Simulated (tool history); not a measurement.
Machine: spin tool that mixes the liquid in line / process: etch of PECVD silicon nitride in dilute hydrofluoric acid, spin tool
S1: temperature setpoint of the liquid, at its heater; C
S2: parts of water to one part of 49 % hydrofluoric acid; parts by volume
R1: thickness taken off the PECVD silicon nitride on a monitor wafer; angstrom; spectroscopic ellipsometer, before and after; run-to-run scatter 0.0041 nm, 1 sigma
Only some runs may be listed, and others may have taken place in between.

Run 1, hour 0: S1 22 C, S2 95 parts by volume, time under the liquid (s) 40. Result: R1 6.4397 angstrom.
Run 2, hour 2: S1 23.5 C, S2 95 parts by volume, time under the liquid (s) 40. Result: R1 7.3686 angstrom.
Run 3, hour 6.6: S1 22 C, S2 105 parts by volume, time under the liquid (s) 40. Result: R1 5.8465 angstrom.
Run 4, hour 14.8: S1 22 C, S2 105 parts by volume, time under the liquid (s) 40. Result: R1 6.0003 angstrom.
Run 5, hour 17.2: S1 21 C, S2 115 parts by volume, time under the liquid (s) 40. Result: R1 5.12 angstrom.
Run 6, hour 24.3: S1 21 C, S2 115 parts by volume, time under the liquid (s) 20. Result: R1 2.5715 angstrom.

Run 7, settings as shown, results not yet in. Your forecast:
Run 7, hour 27.8: S1 21.5 C, S2 115 parts by volume, time under the liquid (s) 20. Result: R1 ?.

{"run 7": {"R1": 2.6588}}

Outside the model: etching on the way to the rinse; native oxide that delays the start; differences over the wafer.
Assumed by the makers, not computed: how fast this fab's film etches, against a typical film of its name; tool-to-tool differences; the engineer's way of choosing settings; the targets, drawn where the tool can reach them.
